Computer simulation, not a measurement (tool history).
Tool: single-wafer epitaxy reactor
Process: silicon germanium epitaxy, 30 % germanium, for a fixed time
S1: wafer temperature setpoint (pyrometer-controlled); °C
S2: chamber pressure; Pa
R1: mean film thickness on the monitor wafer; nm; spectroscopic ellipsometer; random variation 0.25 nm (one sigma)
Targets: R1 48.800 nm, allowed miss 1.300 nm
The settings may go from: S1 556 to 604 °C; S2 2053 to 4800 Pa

| run | hour | S1 | S2 | R1 |
|---|---|---|---|---|
| 1 | 0.0 | 580 | 3426 | 40.762 |
| 2 | 3.0 | 583 | 3440 | 42.841 |
| 3 | 6.8 | 585 | 3453 | 44.318 |
| 4 | 10.7 | 585 | 3026 | 42.986 |
| 5 | 12.5 | 585 | 3546 | 45.220 |
| 6 | 19.6 | 586 | 3560 | 45.686 |
| 7 | 26.2 | 587 | 3573 | 46.764 |
| 8 | 30.7 | 588 | 3573 | 47.568 |

Which of these 5 next moves meets every target?
| A | 35.2 | 584 | 4106 | ? |
| B | 35.2 | 588 | 4133 | ? |
| C | 35.2 | 585 | 3853 | ? |
| D | 35.2 | 586 | 3373 | ? |
| E | 35.2 | 583 | 4106 | ? |

| move | R1 |
|---|---|
| A | 46.160 |
| B | 49.430 |
| C | 46.063 |
| D | 45.081 |
| E | 45.395 |
A: further off than the last run
B: meets every target
C: further off than the last run
D: further off than the last run
E: further off than the last run
Answer: B

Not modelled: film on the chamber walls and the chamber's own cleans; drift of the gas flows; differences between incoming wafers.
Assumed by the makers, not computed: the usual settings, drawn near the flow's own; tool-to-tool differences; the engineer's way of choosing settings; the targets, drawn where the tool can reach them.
